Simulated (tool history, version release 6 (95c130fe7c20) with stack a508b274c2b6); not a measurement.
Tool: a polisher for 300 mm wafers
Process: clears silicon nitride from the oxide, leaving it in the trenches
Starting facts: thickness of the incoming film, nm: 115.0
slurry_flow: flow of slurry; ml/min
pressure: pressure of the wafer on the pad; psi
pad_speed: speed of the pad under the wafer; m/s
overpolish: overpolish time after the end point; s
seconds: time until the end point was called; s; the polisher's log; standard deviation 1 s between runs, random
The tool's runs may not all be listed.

{"run": 1, "day": 0.0, "slurry_flow": 130, "pressure": 3.3, "pad_speed": 1.22, "overpolish": 4, "seconds": 109.16}
{"run": 2, "day": 0.138, "slurry_flow": 130, "pressure": 3.3, "pad_speed": 1.22, "overpolish": 4, "seconds": 105.38}
{"run": 3, "day": 0.404, "slurry_flow": 105, "pressure": 3.3, "pad_speed": 1.22, "overpolish": 4, "seconds": 112.29}
{"run": 4, "day": 0.629, "slurry_flow": 115, "pressure": 3.3, "pad_speed": 1.22, "overpolish": 4, "seconds": 108.38}
{"run": 5, "day": 0.662, "slurry_flow": 115, "pressure": 3.6, "pad_speed": 1.22, "overpolish": 4, "seconds": 101.8}
{"run": 6, "day": 0.712, "slurry_flow": 115, "pressure": 3.6, "pad_speed": 1.22, "overpolish": 4, "seconds": 104.14}
{"run": 7, "day": 0.812, "slurry_flow": 115, "pressure": 3.6, "pad_speed": 1.22, "overpolish": 4, "seconds": 102.94}

Predict the results of run 8:
{"run": 8, "day": 1.088, "slurry_flow": 120, "pressure": 3.9, "pad_speed": 1.22, "overpolish": 4, "seconds": "?"}

Run 8 produced seconds 96.112 s.
